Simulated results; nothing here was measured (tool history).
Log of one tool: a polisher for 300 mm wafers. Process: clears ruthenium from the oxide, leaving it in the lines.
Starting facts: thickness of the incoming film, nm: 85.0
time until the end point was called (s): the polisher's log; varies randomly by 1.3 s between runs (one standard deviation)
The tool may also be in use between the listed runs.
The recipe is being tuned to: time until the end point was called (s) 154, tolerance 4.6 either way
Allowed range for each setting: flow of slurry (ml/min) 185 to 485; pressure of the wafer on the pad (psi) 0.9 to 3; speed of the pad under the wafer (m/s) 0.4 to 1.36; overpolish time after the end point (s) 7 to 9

run    day  flow of slurry (ml/min)  pressure of the wafer on the pad (psi)  speed of the pad under the wafer (m/s)  overpolish time after the end point (s)  time until the end point was called (s)
  1      0                      310                                     1.9                                    0.88                                        9                                   119.27
  2  0.254                      310                                     1.9                                    0.88                                        7                                   117.86
  3  0.604                      310                                     1.9                                    1.04                                        7                                   101.25
  4  0.921                      310                                     1.8                                    1.04                                        7                                   105.31
  5  0.983                      310                                     1.7                                    1.04                                        7                                   112.11
  6  1.329                      310                                     1.6                                    1.04                                        7                                    118.2
  7  1.592                      310                                     1.5                                    1.04                                        7                                    123.6
  8   1.85                      305                                       1                                    1.04                                        7                                   186.07
  9  2.138                      310                                       1                                    1.04                                        7                                   184.72
 10  2.258                      315                                     1.1                                    1.04                                        7                                   168.64
 11  2.283                      325                                     1.1                                    1.04                                        7                                   167.94
 12  2.571                      330                                     1.3                                    1.04                                        7                                   144.93
 13  2.771                      325                                     1.3                                    1.04                                        7                                   142.67
 14  2.896                      320                                     1.3                                    1.04                                        7                                   145.51
 15  3.262                      315                                     1.3                                    1.04                                        7                                   145.43
 16  3.346                      310                                     1.3                                    1.04                                        7                                   144.21

Below are 4 possible settings for the next run. Only one of them brings all results inside the allowed miss of their targets. Which is it?
  A  3.429                      290                                     1.1                                    1.04                                        8                                        ?
  B  3.429                      285                                     1.8                                    0.76                                        9                                        ?
  C  3.429                      260                                       1                                    1.28                                        9                                        ?
  D  3.429                      380                                     1.1                                     1.2                                        9                                        ?

move  time until the end point was called (s)
   A                                   169.66
   B                                   143.65
   C                                   153.43
   D                                   144.06
A: moves the result that the last run missed by most past its target, out the other side
B: misses by more than the last run did
C: all results in spec
D: no better and no worse than the last run
Move C is the one to make.

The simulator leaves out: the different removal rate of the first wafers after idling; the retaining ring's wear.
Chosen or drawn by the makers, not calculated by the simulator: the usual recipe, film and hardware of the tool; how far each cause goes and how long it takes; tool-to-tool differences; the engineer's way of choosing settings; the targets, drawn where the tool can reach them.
